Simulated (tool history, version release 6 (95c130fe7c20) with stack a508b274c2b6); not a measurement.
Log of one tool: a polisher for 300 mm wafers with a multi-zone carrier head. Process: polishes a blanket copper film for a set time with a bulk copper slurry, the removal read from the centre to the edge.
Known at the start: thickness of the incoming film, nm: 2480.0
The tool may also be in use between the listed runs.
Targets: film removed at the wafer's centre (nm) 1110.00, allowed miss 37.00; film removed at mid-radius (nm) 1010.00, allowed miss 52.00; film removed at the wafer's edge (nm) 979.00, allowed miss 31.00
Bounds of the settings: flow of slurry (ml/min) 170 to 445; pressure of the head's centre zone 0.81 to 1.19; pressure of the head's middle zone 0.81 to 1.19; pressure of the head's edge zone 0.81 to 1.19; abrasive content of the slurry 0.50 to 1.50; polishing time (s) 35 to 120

run	day	flow of slurry (ml/min)	pressure of the head's centre zone	pressure of the head's middle zone	pressure of the head's edge zone	abrasive content of the slurry	polishing time (s)	film removed at the wafer's centre (nm)	film removed at mid-radius (nm)	film removed at the wafer's edge (nm)
1	0.000	285	1.00	1.00	1.00	1.00	77	840.11	881.47	870.36
2	0.242	295	1.04	1.01	1.02	1.05	77	898.36	891.47	889.19
3	0.471	295	1.04	1.01	1.02	0.90	77	853.89	849.63	866.07
4	0.704	295	0.96	1.01	1.02	0.90	77	792.41	847.35	857.21
5	0.942	295	0.96	1.01	1.02	0.90	95	980.96	1045.30	1061.10
6	1.242	225	0.96	1.01	1.02	0.90	95	948.21	1054.40	1049.10
7	1.312	245	1.00	1.01	0.99	0.85	95	974.85	1008.90	1002.80
8	1.562	255	1.02	1.01	0.98	0.85	95	1014.00	1013.10	1018.80
9	1.800	260	1.04	1.02	0.96	0.85	95	1023.00	1042.30	987.93

Which of these 5 next moves meets every target?
A	2.038	250	1.10	1.02	1.02	0.90	95	?	?	?
B	2.038	180	0.94	1.02	0.97	0.85	97	?	?	?
C	2.038	240	1.09	0.97	0.84	0.90	98	?	?	?
D	2.038	335	1.07	0.91	1.01	0.65	103	?	?	?
E	2.038	285	0.97	1.04	0.92	1.05	88	?	?	?

move	film removed at the wafer's centre (nm)	film removed at mid-radius (nm)	film removed at the wafer's edge (nm)
A	1104.40	1053.50	1031.30
B	909.12	1021.00	983.36
C	1123.40	1037.80	969.63
D	1078.70	959.87	1024.20
E	956.54	1052.30	960.92
A: brings the result that was furthest off to its target, and leaves another outside
B: further off than the last run
C: meets every target
D: brings the result that was furthest off to its target, and leaves another outside
E: further off than the last run
Answer: C

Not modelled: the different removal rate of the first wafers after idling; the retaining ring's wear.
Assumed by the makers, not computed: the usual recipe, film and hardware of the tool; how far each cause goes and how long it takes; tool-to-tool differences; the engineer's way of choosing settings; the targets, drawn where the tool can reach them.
